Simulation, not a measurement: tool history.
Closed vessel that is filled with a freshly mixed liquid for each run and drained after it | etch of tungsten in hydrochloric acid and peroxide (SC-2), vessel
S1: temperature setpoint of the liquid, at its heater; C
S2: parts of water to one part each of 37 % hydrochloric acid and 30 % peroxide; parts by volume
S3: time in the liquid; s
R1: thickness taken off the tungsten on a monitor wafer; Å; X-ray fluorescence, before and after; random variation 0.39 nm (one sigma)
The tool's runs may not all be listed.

{"run": 1, "hour": 0.0, "S1": 63.0, "S2": 11.5, "S3": 90, "R1": 645.21}
{"run": 2, "hour": 5.6, "S1": 62.0, "S2": 11.5, "S3": 90, "R1": 606.43}
{"run": 3, "hour": 12.6, "S1": 68.0, "S2": 11.5, "S3": 90, "R1": 886.37}
{"run": 4, "hour": 14.3, "S1": 66.5, "S2": 11.5, "S3": 90, "R1": 802.84}
{"run": 5, "hour": 20.1, "S1": 66.5, "S2": 11.5, "S3": 90, "R1": 809.19}
{"run": 6, "hour": 22.3, "S1": 65.0, "S2": 11.5, "S3": 90, "R1": 721.79}
{"run": 7, "hour": 28.0, "S1": 64.0, "S2": 11.5, "S3": 90, "R1": 689.36}

The next listed run, before its measurement:
{"run": 8, "hour": 29.6, "S1": 63.0, "S2": 11.5, "S3": 90, "R1": "?"}

{"run 8": {"R1": 651.27}}
